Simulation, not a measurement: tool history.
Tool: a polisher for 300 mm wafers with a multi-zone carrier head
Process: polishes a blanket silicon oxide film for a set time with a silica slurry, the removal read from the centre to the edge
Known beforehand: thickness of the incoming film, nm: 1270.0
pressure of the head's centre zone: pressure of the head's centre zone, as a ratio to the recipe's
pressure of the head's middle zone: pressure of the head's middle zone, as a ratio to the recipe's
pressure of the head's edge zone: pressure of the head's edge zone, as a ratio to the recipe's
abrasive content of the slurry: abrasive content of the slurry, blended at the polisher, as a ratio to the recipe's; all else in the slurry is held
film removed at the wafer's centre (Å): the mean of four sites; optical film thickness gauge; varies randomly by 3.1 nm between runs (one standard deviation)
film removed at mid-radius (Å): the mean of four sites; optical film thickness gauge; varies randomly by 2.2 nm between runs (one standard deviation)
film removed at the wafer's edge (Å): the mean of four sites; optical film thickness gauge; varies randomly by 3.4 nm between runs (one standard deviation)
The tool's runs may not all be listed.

| run | day | flow of slurry (ml/min) | pressure of the head's centre zone | pressure of the head's middle zone | pressure of the head's edge zone | abrasive content of the slurry | polishing time (s) | film removed at the wafer's centre (Å) | film removed at mid-radius (Å) | film removed at the wafer's edge (Å) |
|---|---|---|---|---|---|---|---|---|---|---|
| 1 | 0 | 210 | 1 | 1 | 1 | 1 | 83 | 3038.5 | 3070.2 | 3028.3 |
| 2 | 0.304 | 210 | 1 | 1 | 0.93 | 1 | 83 | 3103.4 | 3025.2 | 2904.9 |
| 3 | 0.554 | 205 | 0.98 | 0.99 | 0.92 | 0.95 | 83 | 2855.7 | 2885.4 | 2849.9 |
| 4 | 0.592 | 205 | 0.98 | 0.99 | 0.91 | 0.9 | 83 | 2849.5 | 2841 | 2748.1 |
| 5 | 0.738 | 205 | 0.97 | 0.99 | 0.9 | 0.85 | 83 | 2735.8 | 2760.7 | 2648.6 |
| 6 | 0.95 | 205 | 0.92 | 0.99 | 0.9 | 0.85 | 83 | 2595.6 | 2709.8 | 2671.6 |
| 7 | 1.321 | 205 | 0.91 | 0.99 | 0.89 | 0.85 | 83 | 2520.4 | 2760.5 | 2564.2 |
| 8 | 1.442 | 200 | 0.9 | 0.98 | 0.88 | 0.85 | 83 | 2493 | 2721.4 | 2578.4 |

Run 9, settings as shown, results not yet in. Your forecast:
| 9 | 1.75 | 200 | 0.89 | 0.97 | 0.87 | 0.85 | 83 | ? | ? | ? |

Run 9 gave film removed at the wafer's centre (Å) 2443.7, film removed at mid-radius (Å) 2695.6, film removed at the wafer's edge (Å) 2625.1.
